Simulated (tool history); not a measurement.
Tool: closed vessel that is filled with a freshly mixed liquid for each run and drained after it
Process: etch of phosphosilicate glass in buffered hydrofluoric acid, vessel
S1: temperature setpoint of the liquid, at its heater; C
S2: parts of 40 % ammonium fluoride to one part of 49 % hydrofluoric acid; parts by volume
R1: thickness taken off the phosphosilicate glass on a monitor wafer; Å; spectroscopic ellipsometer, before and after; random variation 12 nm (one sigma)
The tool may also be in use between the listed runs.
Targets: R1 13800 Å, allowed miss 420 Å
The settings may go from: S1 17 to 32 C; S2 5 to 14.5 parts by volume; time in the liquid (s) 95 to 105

run 1 hour=0 | S1=24 S2=9 time_in_the_liquid_(s)=95 | R1=10187
run 2 hour=8.4 | S1=24.5 S2=9 time_in_the_liquid_(s)=95 | R1=10470
run 3 hour=17.3 | S1=25 S2=9 time_in_the_liquid_(s)=95 | R1=10739
run 4 hour=22 | S1=25.5 S2=9 time_in_the_liquid_(s)=95 | R1=10845
run 5 hour=26.2 | S1=22.5 S2=9 time_in_the_liquid_(s)=95 | R1=9461.7
run 6 hour=30.5 | S1=22.5 S2=9 time_in_the_liquid_(s)=105 | R1=10271
run 7 hour=33.1 | S1=23 S2=9 time_in_the_liquid_(s)=105 | R1=10749
run 8 hour=35 | S1=23.5 S2=9 time_in_the_liquid_(s)=105 | R1=10920
run 9 hour=42.4 | S1=24 S2=9 time_in_the_liquid_(s)=105 | R1=11127
run 10 hour=43.9 | S1=24.5 S2=9 time_in_the_liquid_(s)=105 | R1=11428

Which of these 5 next moves meets every target?
run A hour=45.4 | S1=30.5 S2=12 time_in_the_liquid_(s)=105 | R1=?
run B hour=45.4 | S1=24.5 S2=9.5 time_in_the_liquid_(s)=95 | R1=?
run C hour=45.4 | S1=28.5 S2=9.5 time_in_the_liquid_(s)=95 | R1=?
run D hour=45.4 | S1=23.5 S2=7 time_in_the_liquid_(s)=95 | R1=?
run E hour=45.4 | S1=25.5 S2=8 time_in_the_liquid_(s)=105 | R1=?

move=A R1=12499
move=B R1=10130
move=C R1=12554
move=D R1=13026
move=E R1=13893
A: nearer than the last run, and not there yet
B: further off than the last run
C: nearer than the last run, and not there yet
D: nearer than the last run, and not there yet
E: meets every target
Answer: E
